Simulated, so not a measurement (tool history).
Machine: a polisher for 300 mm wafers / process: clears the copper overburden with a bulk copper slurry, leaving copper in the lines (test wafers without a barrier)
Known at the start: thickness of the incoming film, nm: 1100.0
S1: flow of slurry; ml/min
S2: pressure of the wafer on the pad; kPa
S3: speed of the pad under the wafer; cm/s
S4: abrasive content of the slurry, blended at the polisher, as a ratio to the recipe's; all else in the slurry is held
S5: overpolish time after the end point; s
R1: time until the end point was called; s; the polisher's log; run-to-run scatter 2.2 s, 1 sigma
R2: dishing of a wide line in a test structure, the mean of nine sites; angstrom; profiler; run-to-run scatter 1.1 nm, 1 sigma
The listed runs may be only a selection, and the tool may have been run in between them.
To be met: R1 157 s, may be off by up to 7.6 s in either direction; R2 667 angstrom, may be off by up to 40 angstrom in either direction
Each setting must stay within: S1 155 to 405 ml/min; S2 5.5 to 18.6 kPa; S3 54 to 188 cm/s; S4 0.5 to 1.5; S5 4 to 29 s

| run | hour | S1 | S2 | S3 | S4 | S5 | R1 | R2 |
|---|---|---|---|---|---|---|---|---|
| 1 | 0 | 260 | 11.7 | 120 | 1 | 15 | 173.65 | 495.77 |
| 2 | 3.1 | 260 | 11.7 | 120 | 1 | 18 | 168.56 | 549.38 |
| 3 | 6.9 | 260 | 11.7 | 100 | 1 | 18 | 201.81 | 514.71 |
| 4 | 10.7 | 260 | 11.7 | 100 | 1.1 | 18 | 195 | 505.84 |
| 5 | 16.8 | 260 | 9.7 | 100 | 1.1 | 18 | 230.74 | 459.23 |
| 6 | 21.8 | 260 | 8.3 | 100 | 1.1 | 18 | 266.8 | 396.23 |
| 7 | 26.4 | 260 | 9 | 100 | 1.1 | 18 | 251.91 | 413.12 |
| 8 | 31.7 | 260 | 9.7 | 100 | 1.1 | 18 | 230.99 | 432.42 |
| 9 | 34.6 | 260 | 10.3 | 100 | 1.1 | 18 | 218.77 | 457.66 |
| 10 | 35.2 | 260 | 11 | 100 | 1.1 | 18 | 208.68 | 491.69 |
| 11 | 40.5 | 260 | 11 | 100 | 1.1 | 18 | 209.03 | 481.14 |
| 12 | 48.2 | 260 | 11.7 | 100 | 1.1 | 18 | 201.57 | 516.84 |
| 13 | 57.1 | 260 | 12.4 | 100 | 1.1 | 18 | 188.49 | 531.2 |
| 14 | 58.5 | 260 | 13.8 | 100 | 1.1 | 19 | 167.88 | 591.73 |
| 15 | 64.2 | 260 | 13.8 | 100 | 1.1 | 19 | 167.61 | 593.98 |
| 16 | 66.1 | 260 | 14.5 | 100 | 1.1 | 20 | 158.79 | 615.44 |

Which single option among these 5 for the next run brings every result within its allowed miss of target? Just one does.
| A | 68 | 225 | 15.2 | 102 | 0.95 | 18 | ? | ? |
| B | 68 | 205 | 15.2 | 90 | 1.25 | 18 | ? | ? |
| C | 68 | 260 | 17.9 | 76 | 1 | 16 | ? | ? |
| D | 68 | 320 | 13.8 | 94 | 1.1 | 17 | ? | ? |
| E | 68 | 320 | 17.9 | 80 | 1.1 | 20 | ? | ? |

| move | R1 | R2 |
|---|---|---|
| A | 159.49 | 599.21 |
| B | 171.44 | 573.96 |
| C | 172.45 | 542.41 |
| D | 175.41 | 538.84 |
| E | 158.44 | 655.87 |
A: further off than the last run
B: further off than the last run
C: further off than the last run
D: further off than the last run
E: all results in spec
The right move is E.

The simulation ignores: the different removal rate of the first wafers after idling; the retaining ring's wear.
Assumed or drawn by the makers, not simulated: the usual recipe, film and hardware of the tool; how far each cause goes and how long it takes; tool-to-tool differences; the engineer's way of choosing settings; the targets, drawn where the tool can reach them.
